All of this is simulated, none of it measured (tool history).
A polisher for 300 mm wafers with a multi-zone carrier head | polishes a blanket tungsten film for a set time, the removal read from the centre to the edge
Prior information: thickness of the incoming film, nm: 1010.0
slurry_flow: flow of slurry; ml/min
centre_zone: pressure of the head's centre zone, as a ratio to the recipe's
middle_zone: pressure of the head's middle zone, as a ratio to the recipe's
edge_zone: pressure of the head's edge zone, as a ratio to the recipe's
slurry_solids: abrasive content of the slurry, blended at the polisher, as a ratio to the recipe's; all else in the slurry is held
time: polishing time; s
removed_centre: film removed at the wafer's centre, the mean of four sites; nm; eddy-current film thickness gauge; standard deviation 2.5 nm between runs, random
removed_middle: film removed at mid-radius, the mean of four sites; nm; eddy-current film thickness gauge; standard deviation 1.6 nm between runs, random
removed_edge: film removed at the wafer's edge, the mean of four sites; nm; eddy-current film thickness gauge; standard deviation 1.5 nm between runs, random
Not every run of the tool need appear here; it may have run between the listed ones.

run    day  slurry_flow  centre_zone  middle_zone  edge_zone  slurry_solids  time  removed_centre  removed_middle  removed_edge
  1      0          275            1            1          1              1    69          295.42          288.86        288.02
  2  0.062          270         0.97         0.98       0.97           0.85    65           252.9           260.4        258.88
  3  0.425          270         0.97         0.92       0.97           0.85    65          259.24             247        257.37
  4  0.596          265         0.95          0.9       0.94           0.75    62          231.34          224.06        234.41
  5  0.896          265         0.95          0.9       0.94           0.75    74          280.95          271.66        281.28
  6  1.046          260         0.93         0.89       0.91            0.7    70          250.95          251.01        260.37
  7  1.367          260         0.93         0.89       0.89           0.65    66          231.59          231.31        239.09
  8  1.512          240         0.88         0.88       0.81            0.5    55          173.27          176.02         175.6

Run 9 has not been measured yet. What should we expect?
  9  1.562          260         0.88         0.89       0.83            0.5    55               ?               ?             ?

{"run 9": {"removed_centre": 171.98, "removed_middle": 177.51, "removed_edge": 181.26}}
